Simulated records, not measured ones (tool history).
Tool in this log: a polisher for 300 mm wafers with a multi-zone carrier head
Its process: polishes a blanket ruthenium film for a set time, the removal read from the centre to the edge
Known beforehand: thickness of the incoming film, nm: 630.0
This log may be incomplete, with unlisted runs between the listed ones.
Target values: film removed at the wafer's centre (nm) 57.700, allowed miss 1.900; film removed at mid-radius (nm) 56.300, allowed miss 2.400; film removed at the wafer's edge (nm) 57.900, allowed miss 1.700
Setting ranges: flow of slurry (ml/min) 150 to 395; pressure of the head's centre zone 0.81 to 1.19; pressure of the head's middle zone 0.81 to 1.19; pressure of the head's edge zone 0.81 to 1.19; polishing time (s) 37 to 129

| run | hour | flow of slurry (ml/min) | pressure of the head's centre zone | pressure of the head's middle zone | pressure of the head's edge zone | polishing time (s) | film removed at the wafer's centre (nm) | film removed at mid-radius (nm) | film removed at the wafer's edge (nm) |
|---|---|---|---|---|---|---|---|---|---|
| 1 | 0.0 | 250 | 1.00 | 1.00 | 1.00 | 83 | 98.794 | 105.000 | 100.960 |
| 2 | 0.8 | 295 | 1.00 | 1.00 | 1.00 | 83 | 102.350 | 101.780 | 101.310 |
| 3 | 6.4 | 295 | 0.95 | 1.00 | 1.00 | 83 | 96.498 | 105.300 | 103.890 |
| 4 | 12.0 | 295 | 0.95 | 0.98 | 0.98 | 77 | 90.665 | 94.203 | 93.057 |
| 5 | 16.2 | 295 | 0.95 | 0.98 | 0.98 | 63 | 73.240 | 77.812 | 76.863 |
| 6 | 21.5 | 295 | 0.95 | 0.98 | 1.02 | 63 | 73.964 | 79.006 | 78.035 |
| 7 | 24.2 | 295 | 0.95 | 0.97 | 1.00 | 61 | 71.767 | 73.579 | 74.247 |
| 8 | 26.9 | 290 | 0.94 | 0.96 | 0.98 | 60 | 69.437 | 72.983 | 72.933 |
| 9 | 28.4 | 285 | 0.94 | 0.95 | 0.96 | 59 | 67.689 | 70.053 | 71.674 |
| 10 | 33.4 | 285 | 0.94 | 0.95 | 0.95 | 57 | 65.473 | 69.564 | 68.163 |
| 11 | 34.1 | 280 | 0.94 | 0.93 | 0.94 | 56 | 65.121 | 66.008 | 65.901 |
| 12 | 37.1 | 270 | 0.93 | 0.92 | 0.93 | 56 | 62.729 | 66.981 | 65.909 |
| 13 | 45.4 | 270 | 0.93 | 0.91 | 0.92 | 55 | 61.224 | 64.481 | 64.396 |
| 14 | 48.8 | 265 | 0.93 | 0.90 | 0.91 | 55 | 61.416 | 64.486 | 64.206 |
| 15 | 51.0 | 265 | 0.93 | 0.90 | 0.91 | 55 | 61.934 | 63.579 | 64.787 |
| 16 | 52.2 | 260 | 0.93 | 0.89 | 0.90 | 54 | 61.300 | 62.330 | 62.868 |
| 17 | 56.1 | 255 | 0.93 | 0.88 | 0.89 | 54 | 59.899 | 60.385 | 62.714 |
| 18 | 64.6 | 220 | 0.97 | 0.88 | 0.81 | 51 | 59.045 | 56.253 | 54.990 |

Exactly one of the 5 candidate moves below puts every result within its allowed miss. Which one?
| A | 73.1 | 260 | 0.97 | 0.86 | 0.82 | 48 | ? | ? | ? |
| B | 73.1 | 200 | 0.95 | 0.84 | 0.86 | 52 | ? | ? | ? |
| C | 73.1 | 230 | 0.96 | 0.81 | 0.90 | 47 | ? | ? | ? |
| D | 73.1 | 230 | 0.89 | 0.81 | 0.93 | 49 | ? | ? | ? |
| E | 73.1 | 270 | 1.02 | 0.93 | 0.81 | 46 | ? | ? | ? |

| move | film removed at the wafer's centre (nm) | film removed at mid-radius (nm) | film removed at the wafer's edge (nm) |
|---|---|---|---|
| A | 56.057 | 54.112 | 53.743 |
| B | 57.019 | 55.625 | 57.816 |
| C | 53.339 | 50.227 | 54.231 |
| D | 51.522 | 52.382 | 57.401 |
| E | 56.818 | 54.742 | 51.368 |
A: lands further from the targets than the last run did
B: all results in spec
C: lands further from the targets than the last run did
D: corrects the largest miss of the last run, while another result sits out of spec
E: lands further from the targets than the last run did
B is the move that brings every result within its allowed miss.
